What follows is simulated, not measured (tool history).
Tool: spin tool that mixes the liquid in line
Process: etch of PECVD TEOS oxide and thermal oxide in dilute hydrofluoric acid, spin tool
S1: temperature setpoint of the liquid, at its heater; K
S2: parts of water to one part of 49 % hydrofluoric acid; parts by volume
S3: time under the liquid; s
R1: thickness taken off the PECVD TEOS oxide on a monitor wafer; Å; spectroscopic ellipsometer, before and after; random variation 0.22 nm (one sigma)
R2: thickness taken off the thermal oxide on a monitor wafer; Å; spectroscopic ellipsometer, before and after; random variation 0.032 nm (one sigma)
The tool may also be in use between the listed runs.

{"run": 1, "hour": 0.0, "S1": 298.15, "S2": 195, "S3": 155, "R1": 202.94, "R2": 36.197}
{"run": 2, "hour": 1.6, "S1": 299.15, "S2": 195, "S3": 155, "R1": 208.87, "R2": 37.871}
{"run": 3, "hour": 3.0, "S1": 299.65, "S2": 195, "S3": 155, "R1": 215.02, "R2": 38.737}
{"run": 4, "hour": 4.9, "S1": 299.65, "S2": 155, "S3": 155, "R1": 276.75, "R2": 50.464}
{"run": 5, "hour": 9.4, "S1": 299.15, "S2": 155, "S3": 155, "R1": 274.0, "R2": 50.103}
{"run": 6, "hour": 16.5, "S1": 298.65, "S2": 155, "S3": 155, "R1": 267.28, "R2": 48.897}
{"run": 7, "hour": 24.4, "S1": 298.15, "S2": 155, "S3": 155, "R1": 264.81, "R2": 47.744}
{"run": 8, "hour": 25.7, "S1": 297.65, "S2": 155, "S3": 155, "R1": 259.97, "R2": 47.004}

The next listed run, before its measurement:
{"run": 9, "hour": 32.5, "S1": 297.15, "S2": 155, "S3": 155, "R1": "?", "R2": "?"}

Run 9 gave R1 255.53 Å, R2 45.827 Å.
